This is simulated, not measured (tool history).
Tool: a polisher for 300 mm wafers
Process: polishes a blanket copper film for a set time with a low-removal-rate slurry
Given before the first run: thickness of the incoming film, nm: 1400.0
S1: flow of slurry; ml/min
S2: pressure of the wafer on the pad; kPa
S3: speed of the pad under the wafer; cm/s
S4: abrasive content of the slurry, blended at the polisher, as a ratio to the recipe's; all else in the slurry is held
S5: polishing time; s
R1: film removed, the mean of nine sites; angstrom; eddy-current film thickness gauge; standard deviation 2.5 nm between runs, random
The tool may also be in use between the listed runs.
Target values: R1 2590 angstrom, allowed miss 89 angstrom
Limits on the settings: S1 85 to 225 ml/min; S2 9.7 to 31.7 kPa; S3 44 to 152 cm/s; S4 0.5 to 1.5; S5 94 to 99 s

| run | day | S1 | S2 | S3 | S4 | S5 | R1 |
|---|---|---|---|---|---|---|---|
| 1 | 0 | 145 | 20.7 | 98 | 1 | 94 | 3099 |
| 2 | 0.304 | 145 | 24.1 | 98 | 1 | 94 | 3635.1 |
| 3 | 0.679 | 140 | 22.1 | 98 | 1 | 94 | 3253.6 |
| 4 | 0.854 | 130 | 20.7 | 98 | 1 | 94 | 3054 |
| 5 | 1.075 | 130 | 20.7 | 98 | 1 | 99 | 3187.8 |
| 6 | 1.367 | 125 | 19.3 | 98 | 1 | 99 | 2987.4 |
| 7 | 1.654 | 120 | 18.6 | 98 | 1 | 99 | 2820.9 |
| 8 | 1.975 | 115 | 18.6 | 98 | 1 | 99 | 2754.7 |
| 9 | 2.088 | 110 | 18.6 | 98 | 1 | 99 | 2830 |

Consider the 4 candidate settings below. Which is the only one whose results all fall within their allowed miss of target?
| A | 2.2 | 85 | 17.9 | 104 | 1.15 | 96 | ? |
| B | 2.2 | 135 | 13.8 | 118 | 0.85 | 96 | ? |
| C | 2.2 | 175 | 19.3 | 78 | 0.75 | 97 | ? |
| D | 2.2 | 115 | 20 | 80 | 1 | 94 | ? |

| move | R1 |
|---|---|
| A | 2593.5 |
| B | 2436.7 |
| C | 2425.8 |
| D | 2396.9 |
A: every result within its allowed miss
B: moves the result that the last run missed by most past its target, out the other side
C: moves the result that the last run missed by most past its target, out the other side
D: moves the result that the last run missed by most past its target, out the other side
Go with A: it meets all targets.

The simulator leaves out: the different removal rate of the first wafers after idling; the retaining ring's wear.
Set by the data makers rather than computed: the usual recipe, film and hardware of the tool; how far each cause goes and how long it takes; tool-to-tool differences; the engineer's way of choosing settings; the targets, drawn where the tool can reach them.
